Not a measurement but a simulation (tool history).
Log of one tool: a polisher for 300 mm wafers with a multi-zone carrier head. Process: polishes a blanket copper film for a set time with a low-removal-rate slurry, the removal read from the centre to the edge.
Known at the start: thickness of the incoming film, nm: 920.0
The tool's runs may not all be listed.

| run | hour | flow of slurry (ml/min) | pressure of the head's centre zone | pressure of the head's middle zone | pressure of the head's edge zone | abrasive content of the slurry | polishing time (s) | film removed at the wafer's centre (Å) | film removed at mid-radius (Å) | film removed at the wafer's edge (Å) |
|---|---|---|---|---|---|---|---|---|---|---|
| 1 | 0 | 145 | 1 | 1 | 1 | 1 | 69 | 3330.4 | 3298.9 | 3230.9 |
| 2 | 6.7 | 145 | 1 | 1 | 1 | 0.85 | 69 | 3127 | 3126.1 | 3119.2 |
| 3 | 14.5 | 155 | 1.03 | 1.02 | 1.05 | 1.1 | 73 | 3784.1 | 3650.8 | 3634.1 |
| 4 | 15.9 | 170 | 1.06 | 1.06 | 1.08 | 1.25 | 75 | 4257.4 | 4092.8 | 4026.1 |
| 5 | 21.9 | 170 | 1.06 | 1.03 | 1.08 | 1.25 | 75 | 4172.8 | 4064 | 4043 |
| 6 | 22.5 | 170 | 1.06 | 1.06 | 1.08 | 1.25 | 75 | 4139.1 | 4177.8 | 4014.4 |

Run 7 comes next. What will it give?
| 7 | 26.3 | 180 | 1.1 | 1.07 | 1.09 | 1.35 | 76 | ? | ? | ? |

{"run 7": {"film removed at the wafer's centre (Å)": 4580.5, "film removed at mid-radius (Å)": 4344.9, "film removed at the wafer's edge (Å)": 4170.2}}
